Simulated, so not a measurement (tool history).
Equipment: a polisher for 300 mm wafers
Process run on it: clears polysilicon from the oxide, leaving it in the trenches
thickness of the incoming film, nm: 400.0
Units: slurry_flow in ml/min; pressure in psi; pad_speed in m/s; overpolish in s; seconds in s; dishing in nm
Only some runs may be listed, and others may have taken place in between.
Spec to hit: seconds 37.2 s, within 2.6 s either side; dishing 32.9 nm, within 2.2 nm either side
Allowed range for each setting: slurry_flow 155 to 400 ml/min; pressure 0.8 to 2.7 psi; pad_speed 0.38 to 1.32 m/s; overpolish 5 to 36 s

Run 1, hour 0: slurry_flow 255 ml/min, pressure 1.7 psi, pad_speed 0.84 m/s, overpolish 18 s. Result: seconds 46.224 s, dishing 56.098 nm.
Run 2, hour 4.7: slurry_flow 255 ml/min, pressure 1.7 psi, pad_speed 0.84 m/s, overpolish 14 s. Result: seconds 48.189 s, dishing 48.998 nm.
Run 3, hour 11.9: slurry_flow 255 ml/min, pressure 1.8 psi, pad_speed 0.84 m/s, overpolish 11 s. Result: seconds 44.872 s, dishing 45.954 nm.
Run 4, hour 18.1: slurry_flow 255 ml/min, pressure 2 psi, pad_speed 0.84 m/s, overpolish 11 s. Result: seconds 40.435 s, dishing 48.257 nm.
Run 5, hour 25.5: slurry_flow 260 ml/min, pressure 1.8 psi, pad_speed 0.96 m/s, overpolish 9 s. Result: seconds 39.429 s, dishing 44.307 nm.
Run 6, hour 29.6: slurry_flow 260 ml/min, pressure 1.8 psi, pad_speed 0.76 m/s, overpolish 9 s. Result: seconds 51.22 s, dishing 39.913 nm.
Run 7, hour 30.9: slurry_flow 305 ml/min, pressure 1.9 psi, pad_speed 0.76 m/s, overpolish 8 s. Result: seconds 46.834 s, dishing 37.27 nm.
Run 8, hour 33.8: slurry_flow 305 ml/min, pressure 1.9 psi, pad_speed 0.76 m/s, overpolish 8 s. Result: seconds 48.09 s, dishing 37.348 nm.

Which of these 4 next moves meets every target?
Run A, hour 36.7: slurry_flow 370 ml/min, pressure 2.3 psi, pad_speed 0.8 m/s, overpolish 5 s. Result: seconds ?, dishing ?.
Run B, hour 36.7: slurry_flow 275 ml/min, pressure 1.8 psi, pad_speed 0.88 m/s, overpolish 8 s. Result: seconds ?, dishing ?.
Run C, hour 36.7: slurry_flow 315 ml/min, pressure 2.3 psi, pad_speed 0.92 m/s, overpolish 9 s. Result: seconds ?, dishing ?.
Run D, hour 36.7: slurry_flow 290 ml/min, pressure 1.8 psi, pad_speed 0.6 m/s, overpolish 11 s. Result: seconds ?, dishing ?.

move  seconds  dishing
   A   36.552   33.066
   B   43.442   39.527
   C   32.338   48.041
   D   62.538   38.527
A: every result lands within tolerance
B: nearer than the last run, and not there yet
C: pushes the last run's worst result past its target
D: moves away from the targets compared with the last run
Move A is the one to make.

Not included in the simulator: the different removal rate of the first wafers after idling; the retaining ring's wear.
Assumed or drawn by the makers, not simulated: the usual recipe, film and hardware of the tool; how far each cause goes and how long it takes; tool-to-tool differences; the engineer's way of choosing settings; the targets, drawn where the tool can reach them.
